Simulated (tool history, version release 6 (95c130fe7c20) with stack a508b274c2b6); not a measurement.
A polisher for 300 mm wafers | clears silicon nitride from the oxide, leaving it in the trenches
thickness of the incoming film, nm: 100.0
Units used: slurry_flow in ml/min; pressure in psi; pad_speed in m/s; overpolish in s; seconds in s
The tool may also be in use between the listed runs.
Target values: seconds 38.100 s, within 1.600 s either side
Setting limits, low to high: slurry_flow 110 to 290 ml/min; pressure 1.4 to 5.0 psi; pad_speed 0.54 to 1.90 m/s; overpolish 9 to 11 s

run 1 hour=0.0 | slurry_flow=185 pressure=3.2 pad_speed=1.22 overpolish=11 | seconds=63.779
run 2 hour=7.5 | slurry_flow=185 pressure=3.6 pad_speed=1.22 overpolish=11 | seconds=55.563
run 3 hour=9.2 | slurry_flow=145 pressure=3.6 pad_speed=1.22 overpolish=11 | seconds=60.121
run 4 hour=12.8 | slurry_flow=170 pressure=3.6 pad_speed=1.22 overpolish=11 | seconds=57.134
run 5 hour=21.3 | slurry_flow=140 pressure=3.6 pad_speed=1.22 overpolish=11 | seconds=59.297
run 6 hour=27.9 | slurry_flow=150 pressure=3.9 pad_speed=1.22 overpolish=11 | seconds=53.239
run 7 hour=31.5 | slurry_flow=165 pressure=4.1 pad_speed=1.22 overpolish=11 | seconds=52.013
run 8 hour=39.7 | slurry_flow=170 pressure=4.3 pad_speed=1.26 overpolish=11 | seconds=46.778
run 9 hour=44.6 | slurry_flow=175 pressure=4.5 pad_speed=1.26 overpolish=11 | seconds=44.050
run 10 hour=51.9 | slurry_flow=180 pressure=4.6 pad_speed=1.26 overpolish=11 | seconds=44.553

5 next moves are on the table. One of them brings every result within its allowed miss. Which?
run A hour=59.2 | slurry_flow=180 pressure=4.5 pad_speed=1.14 overpolish=11 | seconds=?
run B hour=59.2 | slurry_flow=185 pressure=4.7 pad_speed=1.42 overpolish=11 | seconds=?
run C hour=59.2 | slurry_flow=125 pressure=5.0 pad_speed=1.62 overpolish=11 | seconds=?
run D hour=59.2 | slurry_flow=180 pressure=4.7 pad_speed=1.08 overpolish=11 | seconds=?
run E hour=59.2 | slurry_flow=155 pressure=4.6 pad_speed=1.30 overpolish=9 | seconds=?

move=A seconds=49.574
move=B seconds=38.263
move=C seconds=34.257
move=D seconds=50.118
move=E seconds=43.874
A: further off than the last run
B: meets every target
C: takes the result that was furthest off past its target
D: further off than the last run
E: closes in on the targets versus the last run, not all within tolerance yet
Answer: B
